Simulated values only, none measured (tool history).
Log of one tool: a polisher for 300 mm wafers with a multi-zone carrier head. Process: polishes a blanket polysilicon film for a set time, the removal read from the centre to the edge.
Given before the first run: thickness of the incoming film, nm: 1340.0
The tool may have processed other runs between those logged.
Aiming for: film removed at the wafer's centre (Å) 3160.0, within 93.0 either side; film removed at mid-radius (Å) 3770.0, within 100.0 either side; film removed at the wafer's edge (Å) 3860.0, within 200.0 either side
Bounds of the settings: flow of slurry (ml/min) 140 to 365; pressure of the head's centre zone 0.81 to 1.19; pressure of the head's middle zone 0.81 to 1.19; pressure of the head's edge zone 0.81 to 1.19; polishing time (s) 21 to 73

run	day	flow of slurry (ml/min)	pressure of the head's centre zone	pressure of the head's middle zone	pressure of the head's edge zone	polishing time (s)	film removed at the wafer's centre (Å)	film removed at mid-radius (Å)	film removed at the wafer's edge (Å)
1	0.000	235	1.00	1.00	1.00	47	3459.9	3393.2	3378.5
2	0.275	235	1.00	1.00	1.00	42	3051.4	3018.8	2976.3
3	0.633	235	1.00	1.04	1.00	42	3079.3	3122.8	2979.9
4	0.696	235	1.00	0.96	1.00	42	3045.5	2927.9	3064.1
5	0.754	235	0.95	0.96	1.00	42	2964.9	2943.4	3003.9
6	1.058	225	0.90	0.99	1.07	45	2981.1	3149.0	3321.2
7	1.354	240	0.88	1.03	1.11	46	3059.2	3396.4	3511.8
8	1.717	240	0.88	1.03	1.11	46	3057.1	3372.1	3478.4
9	1.754	255	0.86	1.05	1.14	47	3111.8	3538.3	3735.2

5 next moves are on the table. One of them brings every result within its allowed miss. Which?
A	1.792	275	0.81	1.19	1.09	47	?	?	?
B	1.792	250	0.83	1.07	1.18	49	?	?	?
C	1.792	245	0.84	0.90	1.19	49	?	?	?
D	1.792	245	0.89	1.01	1.17	46	?	?	?
E	1.792	365	0.88	0.92	1.19	46	?	?	?

move	film removed at the wafer's centre (Å)	film removed at mid-radius (Å)	film removed at the wafer's edge (Å)
A	2975.6	4020.5	3547.2
B	3117.9	3782.6	3825.7
C	3133.5	3261.7	3844.1
D	3075.0	3372.0	3571.7
E	3186.2	3247.2	3721.6
A: takes the biggest miss from the last run beyond its target
B: every result within its allowed miss
C: further off than the last run
D: further off than the last run
E: further off than the last run
B meets every target.

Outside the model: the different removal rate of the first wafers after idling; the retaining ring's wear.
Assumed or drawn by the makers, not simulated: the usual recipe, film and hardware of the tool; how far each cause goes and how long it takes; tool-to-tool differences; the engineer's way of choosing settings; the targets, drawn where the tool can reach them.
